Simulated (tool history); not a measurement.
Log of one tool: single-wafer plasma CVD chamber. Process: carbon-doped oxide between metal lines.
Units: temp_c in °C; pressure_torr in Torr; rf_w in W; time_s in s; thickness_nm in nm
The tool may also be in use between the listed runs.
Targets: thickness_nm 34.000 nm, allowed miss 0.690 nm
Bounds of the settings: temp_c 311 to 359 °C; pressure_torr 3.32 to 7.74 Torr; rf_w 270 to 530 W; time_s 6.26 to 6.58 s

{"run": 1, "hour": 0.0, "temp_c": 335, "pressure_torr": 5.53, "rf_w": 400, "time_s": 6.58, "thickness_nm": 31.105}
{"run": 2, "hour": 9.0, "temp_c": 333, "pressure_torr": 5.68, "rf_w": 405, "time_s": 6.58, "thickness_nm": 31.371}
{"run": 3, "hour": 15.8, "temp_c": 333, "pressure_torr": 5.28, "rf_w": 405, "time_s": 6.58, "thickness_nm": 31.513}
{"run": 4, "hour": 19.1, "temp_c": 333, "pressure_torr": 5.28, "rf_w": 405, "time_s": 6.26, "thickness_nm": 29.624}
{"run": 5, "hour": 25.0, "temp_c": 332, "pressure_torr": 5.52, "rf_w": 415, "time_s": 6.27, "thickness_nm": 30.928}
{"run": 6, "hour": 27.3, "temp_c": 332, "pressure_torr": 6.47, "rf_w": 415, "time_s": 6.27, "thickness_nm": 31.363}
{"run": 7, "hour": 31.1, "temp_c": 331, "pressure_torr": 6.59, "rf_w": 420, "time_s": 6.27, "thickness_nm": 32.07}
{"run": 8, "hour": 32.1, "temp_c": 329, "pressure_torr": 6.69, "rf_w": 420, "time_s": 6.27, "thickness_nm": 32.218}
{"run": 9, "hour": 37.4, "temp_c": 328, "pressure_torr": 6.79, "rf_w": 420, "time_s": 6.27, "thickness_nm": 32.358}
{"run": 10, "hour": 39.8, "temp_c": 327, "pressure_torr": 6.88, "rf_w": 420, "time_s": 6.27, "thickness_nm": 32.301}
{"run": 11, "hour": 43.0, "temp_c": 320, "pressure_torr": 7.33, "rf_w": 440, "time_s": 6.28, "thickness_nm": 35.202}

4 next moves are on the table. One of them brings every result within its allowed miss. Which?
{"run": "A", "hour": 46.2, "temp_c": 315, "pressure_torr": 7.74, "rf_w": 450, "time_s": 6.26, "thickness_nm": "?"}
{"run": "B", "hour": 46.2, "temp_c": 319, "pressure_torr": 5.92, "rf_w": 465, "time_s": 6.35, "thickness_nm": "?"}
{"run": "C", "hour": 46.2, "temp_c": 325, "pressure_torr": 7.74, "rf_w": 415, "time_s": 6.53, "thickness_nm": "?"}
{"run": "D", "hour": 46.2, "temp_c": 318, "pressure_torr": 6.99, "rf_w": 435, "time_s": 6.44, "thickness_nm": "?"}

move=A thickness_nm=36.629
move=B thickness_nm=36.643
move=C thickness_nm=33.869
move=D thickness_nm=35.815
A: further off than the last run
B: further off than the last run
C: meets every target
D: further off than the last run
The right move is C.
